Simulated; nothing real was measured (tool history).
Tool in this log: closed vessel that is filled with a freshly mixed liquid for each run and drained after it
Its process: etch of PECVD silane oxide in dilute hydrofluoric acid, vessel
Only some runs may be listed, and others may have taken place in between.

run,day,temperature setpoint of the liquid (°C),parts of water to one part of 49 % hydrofluoric acid (parts by volume),time in the liquid (s),thickness taken off the PECVD silane oxide on a monitor wafer (angstrom)
1,0.000,22.0,125,105,256.17
2,0.333,24.0,110,105,321.14
3,0.558,25.5,100,105,374.82
4,0.850,25.5,120,105,303.64
5,1.146,27.0,120,105,322.27
6,1.283,28.0,105,105,391.51
7,1.404,28.5,95,105,440.31
8,1.721,29.0,90,105,488.66

Run 9 is up next; what results do you expect?
9,1.812,29.5,85,105,?

{"run 9": {"thickness taken off the PECVD silane oxide on a monitor wafer (angstrom)": 537.99}}
